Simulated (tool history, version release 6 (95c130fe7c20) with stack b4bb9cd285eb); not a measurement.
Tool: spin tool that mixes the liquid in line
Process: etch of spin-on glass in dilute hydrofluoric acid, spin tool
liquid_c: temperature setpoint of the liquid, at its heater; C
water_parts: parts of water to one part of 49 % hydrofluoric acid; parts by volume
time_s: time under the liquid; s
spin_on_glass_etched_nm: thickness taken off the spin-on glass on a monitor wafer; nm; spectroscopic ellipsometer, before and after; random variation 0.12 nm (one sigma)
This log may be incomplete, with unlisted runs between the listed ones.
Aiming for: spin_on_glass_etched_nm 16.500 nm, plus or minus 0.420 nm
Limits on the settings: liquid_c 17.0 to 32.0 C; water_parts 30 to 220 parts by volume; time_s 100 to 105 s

run,hour,liquid_c,water_parts,time_s,spin_on_glass_etched_nm
1,0.0,24.0,125,100,24.349
2,3.7,24.0,155,100,19.183
3,6.6,24.0,155,105,19.935
4,8.5,23.5,155,105,19.517
5,14.9,25.0,155,105,20.800
6,19.7,24.0,155,105,19.985
7,23.1,23.5,155,105,19.449
8,28.7,23.0,155,105,19.242
9,30.1,22.5,155,105,18.775
10,32.9,22.0,155,105,18.594
11,35.6,21.5,155,105,18.026
12,38.0,21.0,155,105,17.575
13,38.8,20.0,155,105,17.031

4 next moves are on the table. One of them brings every result within its allowed miss. Which?
A,39.6,18.0,150,105,?
B,39.6,24.0,165,100,?
C,39.6,19.0,140,100,?
D,39.6,17.5,140,105,?

move,spin_on_glass_etched_nm
A,16.365
B,17.646
C,17.567
D,17.352
A: each result inside its tolerance
B: its largest miss is bigger than the last run's
C: its largest miss is bigger than the last run's
D: its largest miss is bigger than the last run's
So the answer is move A, the one that meets all the targets.
